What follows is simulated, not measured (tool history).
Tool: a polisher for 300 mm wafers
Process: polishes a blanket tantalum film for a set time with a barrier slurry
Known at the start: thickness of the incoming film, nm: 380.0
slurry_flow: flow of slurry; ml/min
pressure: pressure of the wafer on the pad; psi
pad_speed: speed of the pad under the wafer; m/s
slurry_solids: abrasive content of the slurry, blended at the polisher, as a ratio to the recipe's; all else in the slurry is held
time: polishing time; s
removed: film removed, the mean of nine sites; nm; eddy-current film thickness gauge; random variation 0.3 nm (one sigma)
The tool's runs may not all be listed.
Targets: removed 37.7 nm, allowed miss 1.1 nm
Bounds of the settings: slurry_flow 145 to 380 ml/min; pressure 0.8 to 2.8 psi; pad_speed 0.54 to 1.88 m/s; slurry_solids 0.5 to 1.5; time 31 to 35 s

run	hour	slurry_flow	pressure	pad_speed	slurry_solids	time	removed
1	0	245	1.8	1.2	1	35	57.313
2	5.9	305	1.8	1.2	1	35	58.998
3	8.7	305	1.7	1.2	1	35	55.84
4	10.1	305	1.7	1.2	1	35	55.216
5	10.7	305	1.6	1.2	1	35	52.991
6	14.1	305	1.6	1.2	1	35	53.368
7	22.7	305	1.5	1.2	1	35	49.476
8	28.3	290	1.2	1.2	1	35	39.432
9	29.3	285	1.2	1.2	1	35	39.461
10	30.8	280	1.2	1.2	1	35	39.69
11	39.7	275	1.2	1.2	1	35	40.172
12	44.7	270	1.1	1.2	1	35	36.395

Which of these 5 next moves meets every target?
A	49.7	220	1.2	1.64	0.65	32	?
B	49.7	315	1.3	1.04	1.05	32	?
C	49.7	290	0.8	1.7	1.45	32	?
D	49.7	290	1	1.34	0.95	34	?
E	49.7	260	1.2	1.18	1.1	35	?

move	removed
A	41.733
B	34.924
C	38.094
D	35.663
E	39.694
A: takes the result that was furthest off past its target
B: further off than the last run
C: meets every target
D: further off than the last run
E: takes the result that was furthest off past its target
Move C is the one to make.

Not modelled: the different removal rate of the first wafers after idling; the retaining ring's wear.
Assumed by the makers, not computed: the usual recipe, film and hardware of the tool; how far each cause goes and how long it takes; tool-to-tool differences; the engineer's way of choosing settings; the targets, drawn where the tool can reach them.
